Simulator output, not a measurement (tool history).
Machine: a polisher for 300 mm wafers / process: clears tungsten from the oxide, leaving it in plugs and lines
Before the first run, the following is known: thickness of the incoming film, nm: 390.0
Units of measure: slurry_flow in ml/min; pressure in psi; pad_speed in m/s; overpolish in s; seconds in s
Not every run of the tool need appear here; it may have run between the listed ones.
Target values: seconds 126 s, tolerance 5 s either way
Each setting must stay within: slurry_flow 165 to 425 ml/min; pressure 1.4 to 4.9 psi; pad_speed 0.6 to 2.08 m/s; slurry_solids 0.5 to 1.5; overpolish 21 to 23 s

| run | hour | slurry_flow | pressure | pad_speed | slurry_solids | overpolish | seconds |
|---|---|---|---|---|---|---|---|
| 1 | 0 | 275 | 3.1 | 1.34 | 1 | 21 | 86.527 |
| 2 | 4.1 | 275 | 3.1 | 1.34 | 0.8 | 21 | 93.228 |
| 3 | 12.7 | 275 | 2.8 | 1.34 | 0.8 | 21 | 100.62 |
| 4 | 19 | 275 | 2.6 | 1.34 | 0.8 | 21 | 108.4 |
| 5 | 26 | 275 | 2.6 | 1.58 | 0.8 | 21 | 93.547 |
| 6 | 33 | 275 | 2.3 | 1.58 | 0.8 | 21 | 105.51 |
| 7 | 35.8 | 275 | 2.2 | 1.58 | 0.8 | 21 | 106.65 |
| 8 | 41.4 | 275 | 2 | 1.58 | 0.8 | 21 | 119.5 |

Pick the move, out of 4, that brings all results within their allowed miss; only one does.
| A | 47 | 290 | 2.3 | 1.46 | 0.75 | 21 | ? |
| B | 47 | 325 | 2.6 | 1.26 | 0.55 | 21 | ? |
| C | 47 | 240 | 2.3 | 1.44 | 0.8 | 23 | ? |
| D | 47 | 265 | 1.9 | 1.82 | 0.7 | 21 | ? |

| move | seconds |
|---|---|
| A | 112.8 |
| B | 123.69 |
| C | 114.91 |
| D | 112.2 |
A: moves away from the targets compared with the last run
B: meets every target
C: moves away from the targets compared with the last run
D: moves away from the targets compared with the last run
B is the move that brings every result within its allowed miss.
